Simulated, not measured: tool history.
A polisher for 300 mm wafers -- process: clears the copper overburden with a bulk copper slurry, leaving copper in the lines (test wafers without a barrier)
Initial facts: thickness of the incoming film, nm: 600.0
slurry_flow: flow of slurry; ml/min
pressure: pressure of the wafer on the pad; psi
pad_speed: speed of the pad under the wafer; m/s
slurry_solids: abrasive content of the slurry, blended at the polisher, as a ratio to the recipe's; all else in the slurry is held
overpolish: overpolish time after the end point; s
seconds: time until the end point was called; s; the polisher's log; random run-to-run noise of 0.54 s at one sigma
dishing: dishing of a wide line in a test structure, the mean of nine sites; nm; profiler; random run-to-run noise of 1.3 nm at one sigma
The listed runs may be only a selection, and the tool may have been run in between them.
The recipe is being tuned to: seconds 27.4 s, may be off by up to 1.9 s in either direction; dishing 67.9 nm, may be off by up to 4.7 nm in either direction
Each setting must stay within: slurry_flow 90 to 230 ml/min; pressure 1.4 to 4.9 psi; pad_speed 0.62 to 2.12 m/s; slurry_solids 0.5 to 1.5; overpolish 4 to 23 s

run,hour,slurry_flow,pressure,pad_speed,slurry_solids,overpolish,seconds,dishing
1,0,150,3.1,1.36,1,12,44.03,79.607
2,6.2,150,3.1,1.5,1,12,38.962,81.755
3,10.4,150,3.2,1.54,1,11,36.003,79.553
4,16.3,150,3.3,1.56,1,10,35.739,79.604
5,23.8,150,3.3,1.64,1,9,35.007,72.65
6,29.2,150,3.4,1.68,1,8,32.56,71.409
7,32.6,150,3.5,1.7,1,7,31.117,67.567
8,38.1,150,3.6,1.7,1,7,29.537,69.872

Which of these 4 next moves meets every target?
A,43.6,135,4.1,2,1.1,7,?,?
B,43.6,180,3.6,1.86,1,8,?,?
C,43.6,140,3.6,1.6,1,10,?,?
D,43.6,170,3.4,2.04,0.85,6,?,?

move,seconds,dishing
A,23.367,82.548
B,27.67,79.919
C,33.385,81.558
D,27.796,66.249
A: pushes the last run's worst result past its target
B: brings the result that was furthest off to its target, and leaves another outside
C: moves away from the targets compared with the last run
D: every result lands within tolerance
The move that meets every target is D.
